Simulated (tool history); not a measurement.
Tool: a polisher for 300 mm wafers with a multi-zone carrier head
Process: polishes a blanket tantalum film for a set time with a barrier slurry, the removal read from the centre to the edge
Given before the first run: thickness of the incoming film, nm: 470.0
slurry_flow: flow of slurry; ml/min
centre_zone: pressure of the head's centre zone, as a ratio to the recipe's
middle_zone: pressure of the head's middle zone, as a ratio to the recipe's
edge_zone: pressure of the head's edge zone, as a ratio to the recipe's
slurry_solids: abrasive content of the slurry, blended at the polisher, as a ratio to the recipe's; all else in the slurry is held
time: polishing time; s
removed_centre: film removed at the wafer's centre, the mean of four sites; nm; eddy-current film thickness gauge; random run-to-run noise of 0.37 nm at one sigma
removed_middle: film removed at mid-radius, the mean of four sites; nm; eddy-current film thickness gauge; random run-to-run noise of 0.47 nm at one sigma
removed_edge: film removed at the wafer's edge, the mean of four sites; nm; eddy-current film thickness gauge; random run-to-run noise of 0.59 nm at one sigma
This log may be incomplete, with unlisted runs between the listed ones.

run  hour  slurry_flow  centre_zone  middle_zone  edge_zone  slurry_solids  time  removed_centre  removed_middle  removed_edge
  1   0.0          245         1.00         1.00       1.00           1.00    69         105.690         110.300       111.160
  2   3.6          230         1.01         0.97       0.96           0.90    60          89.532          90.111        87.516
  3  12.6          185         1.01         0.97       0.96           0.90    60          86.870          87.594        87.244
  4  17.3          180         1.00         0.94       0.95           0.80    54          75.741          74.738        75.746
  5  19.3          185         1.00         0.92       0.93           0.75    50          68.306          66.068        69.362
  6  23.0          185         0.93         0.92       0.93           0.75    50          63.573          67.914        68.348
  7  26.8          190         0.95         0.91       0.90           0.70    47          60.179          60.765        62.570
  8  31.7          200         1.04         0.95       0.81           0.50    38          50.042          48.743        45.927

Expected results for the next run?
  9  35.4          205         1.05         0.94       0.83           0.50    38               ?               ?             ?

Run 9 produced removed_centre 50.372 nm, removed_middle 48.908 nm, removed_edge 45.309 nm.
